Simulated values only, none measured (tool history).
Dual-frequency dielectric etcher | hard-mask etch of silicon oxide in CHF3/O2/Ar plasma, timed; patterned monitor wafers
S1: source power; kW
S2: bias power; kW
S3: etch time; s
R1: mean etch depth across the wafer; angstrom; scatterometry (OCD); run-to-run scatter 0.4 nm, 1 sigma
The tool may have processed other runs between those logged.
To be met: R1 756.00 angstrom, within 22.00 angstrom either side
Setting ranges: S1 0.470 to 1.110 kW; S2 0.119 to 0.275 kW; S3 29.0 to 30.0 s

run,day,S1,S2,S3,R1
1,0.000,0.790,0.197,29.0,668.18
2,0.321,0.790,0.221,29.0,684.05
3,0.654,0.650,0.221,29.0,643.27
4,0.792,0.680,0.225,29.0,664.51
5,0.971,0.680,0.225,29.0,662.00
6,1.242,0.580,0.225,29.0,625.11
7,1.475,0.610,0.228,29.0,635.68
8,1.621,0.640,0.231,29.0,651.57
9,1.788,0.670,0.234,29.0,660.14
10,2.117,0.700,0.237,29.0,676.66
11,2.421,0.720,0.239,29.0,689.26

Exactly one of the 5 candidate moves below puts every result within its allowed miss. Which one?
A,2.725,0.690,0.241,29.5,?
B,2.725,0.800,0.275,30.0,?
C,2.725,0.800,0.249,29.0,?
D,2.725,0.790,0.223,30.0,?
E,2.725,0.780,0.233,30.0,?

move,R1
A,677.95
B,750.37
C,705.07
D,704.67
E,710.23
A: its largest miss is bigger than the last run's
B: all results land within tolerance of their targets
C: closes in on the targets versus the last run, not all within tolerance yet
D: closes in on the targets versus the last run, not all within tolerance yet
E: closes in on the targets versus the last run, not all within tolerance yet
The right move is B.
